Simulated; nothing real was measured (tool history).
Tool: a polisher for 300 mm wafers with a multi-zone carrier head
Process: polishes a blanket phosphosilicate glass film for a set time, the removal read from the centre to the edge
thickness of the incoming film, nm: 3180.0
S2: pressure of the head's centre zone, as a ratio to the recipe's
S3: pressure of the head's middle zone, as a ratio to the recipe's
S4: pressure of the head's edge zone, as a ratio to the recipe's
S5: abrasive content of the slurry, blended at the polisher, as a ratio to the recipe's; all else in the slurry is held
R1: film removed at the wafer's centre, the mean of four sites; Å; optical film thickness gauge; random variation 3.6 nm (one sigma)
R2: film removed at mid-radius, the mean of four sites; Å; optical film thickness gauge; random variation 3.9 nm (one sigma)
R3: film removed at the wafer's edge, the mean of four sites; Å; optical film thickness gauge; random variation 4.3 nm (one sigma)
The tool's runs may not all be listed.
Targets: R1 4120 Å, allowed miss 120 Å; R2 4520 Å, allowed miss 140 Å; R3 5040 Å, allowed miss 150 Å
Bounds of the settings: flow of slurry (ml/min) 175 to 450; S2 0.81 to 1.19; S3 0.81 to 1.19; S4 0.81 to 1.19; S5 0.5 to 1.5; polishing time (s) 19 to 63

Run 1, day 0: flow of slurry (ml/min) 290, S2 1, S3 1, S4 1, S5 1, polishing time (s) 41. Result: R1 4072 Å, R2 3795.3 Å, R3 3720.4 Å.
Run 2, day 0.108: flow of slurry (ml/min) 230, S2 1, S3 1, S4 1, S5 1, polishing time (s) 41. Result: R1 3968.3 Å, R2 3658.2 Å, R3 3720 Å.
Run 3, day 0.238: flow of slurry (ml/min) 230, S2 1, S3 1, S4 1, S5 0.85, polishing time (s) 41. Result: R1 3696 Å, R2 3408.5 Å, R3 3486.1 Å.
Run 4, day 0.483: flow of slurry (ml/min) 230, S2 1, S3 1, S4 1.03, S5 0.85, polishing time (s) 41. Result: R1 3777.8 Å, R2 3432.5 Å, R3 3561.7 Å.
Run 5, day 0.829: flow of slurry (ml/min) 225, S2 0.98, S3 1, S4 1.04, S5 0.9, polishing time (s) 41. Result: R1 3711.9 Å, R2 3503.3 Å, R3 3609.8 Å.
Run 6, day 0.992: flow of slurry (ml/min) 225, S2 0.98, S3 1, S4 1.04, S5 0.9, polishing time (s) 35. Result: R1 3110.7 Å, R2 2971.2 Å, R3 3082.4 Å.
Run 7, day 1.1: flow of slurry (ml/min) 220, S2 0.97, S3 1, S4 1.05, S5 0.95, polishing time (s) 36. Result: R1 3319.3 Å, R2 3106.1 Å, R3 3214.9 Å.
At day 1.242: centre zone pressure recalibrated.
Run 8, day 1.242: flow of slurry (ml/min) 215, S2 0.95, S3 1, S4 1.06, S5 0.95, polishing time (s) 37. Result: R1 3025.5 Å, R2 3137.7 Å, R3 3312.7 Å.
Run 9, day 1.292: flow of slurry (ml/min) 235, S2 0.97, S3 1.02, S4 1.16, S5 1.2, polishing time (s) 42. Result: R1 3832.4 Å, R2 4023.8 Å, R3 4288 Å.

5 next moves are on the table. One of them brings every result within its allowed miss. Which?
Run A, day 1.342: flow of slurry (ml/min) 200, S2 0.9, S3 1, S4 1.19, S5 1.2, polishing time (s) 46. Result: R1 ?, R2 ?, R3 ?.
Run B, day 1.342: flow of slurry (ml/min) 280, S2 0.91, S3 0.99, S4 1.19, S5 1.2, polishing time (s) 47. Result: R1 ?, R2 ?, R3 ?.
Run C, day 1.342: flow of slurry (ml/min) 275, S2 0.89, S3 1.06, S4 1.19, S5 1.3, polishing time (s) 44. Result: R1 ?, R2 ?, R3 ?.
Run D, day 1.342: flow of slurry (ml/min) 175, S2 0.88, S3 0.95, S4 1.19, S5 1.25, polishing time (s) 49. Result: R1 ?, R2 ?, R3 ?.
Run E, day 1.342: flow of slurry (ml/min) 240, S2 0.9, S3 1.05, S4 1.19, S5 1.25, polishing time (s) 48. Result: R1 ?, R2 ?, R3 ?.

move      R1      R2      R3
   A  3813.8    4178  4677.4
   B  4154.7  4440.3    4954
   C    3894  4507.9  4744.1
   D  3910.1  4210.3  4957.8
   E  4161.9  4735.1  5046.1
A: nearer than the last run, and not there yet
B: meets every target
C: nearer than the last run, and not there yet
D: brings the result that was furthest off to its target, and leaves another outside
E: brings the result that was furthest off to its target, and leaves another outside
Answer: B

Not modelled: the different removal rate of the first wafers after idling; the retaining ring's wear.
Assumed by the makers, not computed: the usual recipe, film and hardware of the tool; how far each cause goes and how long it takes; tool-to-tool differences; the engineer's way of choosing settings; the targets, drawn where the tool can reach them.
